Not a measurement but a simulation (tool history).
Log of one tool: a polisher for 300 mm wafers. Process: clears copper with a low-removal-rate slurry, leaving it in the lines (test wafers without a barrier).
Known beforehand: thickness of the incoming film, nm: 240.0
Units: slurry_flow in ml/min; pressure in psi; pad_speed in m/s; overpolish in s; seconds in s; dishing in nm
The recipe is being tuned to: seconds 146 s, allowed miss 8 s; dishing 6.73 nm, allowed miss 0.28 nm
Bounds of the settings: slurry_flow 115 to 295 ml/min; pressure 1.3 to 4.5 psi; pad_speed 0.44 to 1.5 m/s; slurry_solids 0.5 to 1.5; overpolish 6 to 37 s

run,hour,slurry_flow,pressure,pad_speed,slurry_solids,overpolish,seconds,dishing
1,0,190,2.9,0.96,1,19,88.313,31.602
2,8.7,190,3.5,0.96,1,19,74.471,37.27
3,12.6,190,3.5,1.04,1,19,65.725,40.952
4,13.6,190,3.1,1.04,1,19,75.51,35.472
5,22.1,190,3.1,0.92,1,19,87.654,32.647
6,25.9,175,2.8,0.92,0.9,17,98.641,26.093
7,34.7,125,2,0.84,0.65,8,175.42,7.4928
# hour 35.4: head pressure recalibrated
8,35.4,125,2,0.88,0.6,8,148.43,8.4656
9,39.2,125,1.9,0.9,0.6,8,159.06,8.3165
10,46.2,125,2,0.88,0.6,8,154.78,8.3
11,51.2,120,1.9,0.9,0.55,7,157.68,7.1023
12,59.8,115,1.9,0.92,0.5,6,164.38,6.043

Exactly one of the 4 candidate moves below puts every result within its allowed miss. Which one?
A,68.4,115,2.4,0.76,0.65,6,?,?
B,68.4,120,2,0.72,0.5,6,?,?
C,68.4,120,1.6,0.98,0.5,8,?,?
D,68.4,115,1.9,0.8,0.5,7,?,?

move,seconds,dishing
A,146.09,6.7413
B,194.32,5.0961
C,178.44,7.2987
D,186.51,6.1598
A: all results land within tolerance of their targets
B: misses by more than the last run did
C: takes the biggest miss from the last run beyond its target
D: misses by more than the last run did
The right move is A.

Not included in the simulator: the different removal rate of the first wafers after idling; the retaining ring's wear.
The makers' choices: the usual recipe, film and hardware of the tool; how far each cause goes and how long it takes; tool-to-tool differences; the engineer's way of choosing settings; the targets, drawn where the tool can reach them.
